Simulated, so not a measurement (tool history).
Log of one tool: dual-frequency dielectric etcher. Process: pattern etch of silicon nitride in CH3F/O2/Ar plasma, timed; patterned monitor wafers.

run    day  source power (W)  bias power (W)  etch time (s)  mean etch depth across the wafer (angstrom)
  1      0               550              99             31                                       290.41
  2  0.329               620              99             31                                       304.82
  3  0.383               560              99             31                                       295.47
  4  0.462               600             101             31                                       305.09
     0.788  -- source power generator calibrated
  5  0.788               600             101             28                                       273.78
  6  1.071               630             109           28.5                                       296.45
  7  1.154               660             112           28.5                                        302.8
  8  1.238               680             114           28.5                                       304.91

Forecast run 9:
  9  1.367               700             117           28.5                                            ?

mean etch depth across the wafer (angstrom): 309.34
